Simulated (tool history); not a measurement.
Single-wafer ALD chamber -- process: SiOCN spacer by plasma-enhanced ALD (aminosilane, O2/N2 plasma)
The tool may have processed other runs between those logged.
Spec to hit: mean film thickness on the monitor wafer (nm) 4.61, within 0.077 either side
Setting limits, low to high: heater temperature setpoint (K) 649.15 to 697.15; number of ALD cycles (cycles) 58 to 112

run,hour,heater temperature setpoint (K),number of ALD cycles (cycles),mean film thickness on the monitor wafer (nm)
1,0,673.15,85,5.7847
2,4.4,673.15,93,6.3044
3,6.4,673.15,88,5.9705
4,8.2,674.15,85,5.7581
5,10.6,668.15,85,5.7645
6,16,668.15,79,5.3602
7,16.5,668.15,78,5.2793
8,21.7,668.15,77,5.231
9,30.6,668.15,76,5.1399
10,37.5,668.15,75,5.0727

Next run, 5 choices. One meets every target within its allowed miss, the rest don't. Which?
A,44.4,664.15,64,?
B,44.4,655.15,79,?
C,44.4,666.15,68,?
D,44.4,668.15,87,?
E,44.4,666.15,81,?

move,mean film thickness on the monitor wafer (nm)
A,4.3493
B,5.3687
C,4.6212
D,5.9124
E,5.5046
A: takes the biggest miss from the last run beyond its target
B: the biggest miss grows against the last run
C: all results in spec
D: the biggest miss grows against the last run
E: the biggest miss grows against the last run
C is the move that brings every result within its allowed miss.

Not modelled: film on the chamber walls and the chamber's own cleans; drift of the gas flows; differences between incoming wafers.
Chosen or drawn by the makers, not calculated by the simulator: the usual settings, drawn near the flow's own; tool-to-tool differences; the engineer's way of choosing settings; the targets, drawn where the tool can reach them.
